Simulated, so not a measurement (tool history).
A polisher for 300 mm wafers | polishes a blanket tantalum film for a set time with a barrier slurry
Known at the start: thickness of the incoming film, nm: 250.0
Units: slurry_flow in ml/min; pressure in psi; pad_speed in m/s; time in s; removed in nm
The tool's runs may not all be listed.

run  hour  slurry_flow  pressure  pad_speed  slurry_solids  time  removed
  1     0          215       1.6       1.16              1    22   35.367
  2   0.7          215       1.4       1.16              1    22   32.088
  3   2.7          165       1.4       1.16              1    22   29.665
  4   4.1          165       1.4       1.42              1    22   34.141
  5   9.2          160       1.2        1.4              1    22   30.887
  6    10          160       1.2        1.4              1    22   30.572
  7  11.7          160       0.7       1.36              1    22   19.517
  8  17.2          160       0.7       1.36              1    22   19.462

Run 9 comes next. What will it give?
  9  22.3          165       0.7       1.36              1    22        ?

Run 9 gave removed 19.448 nm.
